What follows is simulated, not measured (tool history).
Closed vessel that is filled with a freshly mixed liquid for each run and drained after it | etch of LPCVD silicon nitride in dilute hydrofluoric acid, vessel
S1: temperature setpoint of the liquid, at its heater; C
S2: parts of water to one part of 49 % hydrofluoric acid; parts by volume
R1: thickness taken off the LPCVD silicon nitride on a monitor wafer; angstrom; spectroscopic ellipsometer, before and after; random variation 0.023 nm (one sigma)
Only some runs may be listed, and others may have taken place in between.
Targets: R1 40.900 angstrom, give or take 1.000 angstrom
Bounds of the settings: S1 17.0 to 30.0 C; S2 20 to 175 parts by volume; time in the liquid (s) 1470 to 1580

Run 1, hour 0.0: S1 22.0 C, S2 95 parts by volume, time in the liquid (s) 1470. Result: R1 70.587 angstrom.
Run 2, hour 3.8: S1 22.0 C, S2 95 parts by volume, time in the liquid (s) 1470. Result: R1 70.474 angstrom.
Run 3, hour 9.9: S1 22.0 C, S2 95 parts by volume, time in the liquid (s) 1580. Result: R1 76.476 angstrom.
Run 4, hour 12.9: S1 22.0 C, S2 95 parts by volume, time in the liquid (s) 1580. Result: R1 75.569 angstrom.
Run 5, hour 14.4: S1 20.5 C, S2 105 parts by volume, time in the liquid (s) 1580. Result: R1 62.027 angstrom.
Run 6, hour 21.0: S1 20.5 C, S2 85 parts by volume, time in the liquid (s) 1580. Result: R1 76.354 angstrom.
Run 7, hour 29.2: S1 19.5 C, S2 95 parts by volume, time in the liquid (s) 1580. Result: R1 64.123 angstrom.
Run 8, hour 33.1: S1 18.5 C, S2 105 parts by volume, time in the liquid (s) 1580. Result: R1 54.480 angstrom.
Run 9, hour 35.1: S1 18.0 C, S2 110 parts by volume, time in the liquid (s) 1580. Result: R1 49.826 angstrom.
Run 10, hour 38.4: S1 17.5 C, S2 115 parts by volume, time in the liquid (s) 1580. Result: R1 46.476 angstrom.
Run 11, hour 46.6: S1 17.5 C, S2 120 parts by volume, time in the liquid (s) 1580. Result: R1 44.573 angstrom.

4 next moves are on the table. One of them brings every result within its allowed miss. Which?
Run A, hour 54.8: S1 17.0 C, S2 100 parts by volume, time in the liquid (s) 1580. Result: R1 ?.
Run B, hour 54.8: S1 17.0 C, S2 115 parts by volume, time in the liquid (s) 1505. Result: R1 ?.
Run C, hour 54.8: S1 17.0 C, S2 110 parts by volume, time in the liquid (s) 1560. Result: R1 ?.
Run D, hour 54.8: S1 17.0 C, S2 120 parts by volume, time in the liquid (s) 1490. Result: R1 ?.

move      R1
   A  51.455
   B  42.813
   C  46.327
   D  40.678
A: its largest miss is bigger than the last run's
B: gains on the last run, yet a result remains outside its allowed miss
C: its largest miss is bigger than the last run's
D: all results in spec
D meets every target.
